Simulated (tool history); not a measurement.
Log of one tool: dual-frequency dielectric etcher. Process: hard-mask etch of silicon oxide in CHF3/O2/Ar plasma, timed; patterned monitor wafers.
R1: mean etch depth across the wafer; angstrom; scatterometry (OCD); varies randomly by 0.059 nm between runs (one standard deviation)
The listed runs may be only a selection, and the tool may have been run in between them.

{"run": 1, "hour": 0.0, "source power (kW)": 0.49, "bias power (kW)": 0.217, "etch time (s)": 10.5, "R1": 197.06}
{"run": 2, "hour": 8.1, "source power (kW)": 0.5, "bias power (kW)": 0.218, "etch time (s)": 10.5, "R1": 198.41}
{"run": 3, "hour": 16.3, "source power (kW)": 0.44, "bias power (kW)": 0.218, "etch time (s)": 10.5, "R1": 190.36}
{"run": 4, "hour": 22.7, "source power (kW)": 0.44, "bias power (kW)": 0.188, "etch time (s)": 10.5, "R1": 185.44}
{"run": 5, "hour": 25.2, "source power (kW)": 0.44, "bias power (kW)": 0.188, "etch time (s)": 10.5, "R1": 186.32}
{"run": 6, "hour": 27.2, "source power (kW)": 0.44, "bias power (kW)": 0.157, "etch time (s)": 10.5, "R1": 179.65}
{"run": 7, "hour": 30.1, "source power (kW)": 0.48, "bias power (kW)": 0.162, "etch time (s)": 10.5, "R1": 186.27}
{"run": 8, "hour": 34.7, "source power (kW)": 0.51, "bias power (kW)": 0.165, "etch time (s)": 10.5, "R1": 190.19}
{"run": 9, "hour": 40.3, "source power (kW)": 0.53, "bias power (kW)": 0.167, "etch time (s)": 10.5, "R1": 192.42}
{"run": 10, "hour": 40.9, "source power (kW)": 0.55, "bias power (kW)": 0.17, "etch time (s)": 10.5, "R1": 196.32}
{"run": 11, "hour": 43.6, "source power (kW)": 0.55, "bias power (kW)": 0.17, "etch time (s)": 10.5, "R1": 195.36}
{"run": 12, "hour": 48.2, "source power (kW)": 0.57, "bias power (kW)": 0.172, "etch time (s)": 10.5, "R1": 198.1}
{"run": 13, "hour": 55.4, "source power (kW)": 0.59, "bias power (kW)": 0.174, "etch time (s)": 10.5, "R1": 200.07}
{"run": 14, "hour": 60.1, "source power (kW)": 0.6, "bias power (kW)": 0.176, "etch time (s)": 10.5, "R1": 202.42}
{"run": 15, "hour": 62.0, "source power (kW)": 0.61, "bias power (kW)": 0.177, "etch time (s)": 10.5, "R1": 203.37}
{"run": 16, "hour": 64.6, "source power (kW)": 0.62, "bias power (kW)": 0.178, "etch time (s)": 10.5, "R1": 204.66}
{"run": 17, "hour": 69.1, "source power (kW)": 0.63, "bias power (kW)": 0.179, "etch time (s)": 10.5, "R1": 205.15}

What does the tool deliver on the next run?
{"run": 18, "hour": 72.6, "source power (kW)": 0.64, "bias power (kW)": 0.181, "etch time (s)": 10.5, "R1": "?"}

Run 18 came out at R1 208.35 angstrom.

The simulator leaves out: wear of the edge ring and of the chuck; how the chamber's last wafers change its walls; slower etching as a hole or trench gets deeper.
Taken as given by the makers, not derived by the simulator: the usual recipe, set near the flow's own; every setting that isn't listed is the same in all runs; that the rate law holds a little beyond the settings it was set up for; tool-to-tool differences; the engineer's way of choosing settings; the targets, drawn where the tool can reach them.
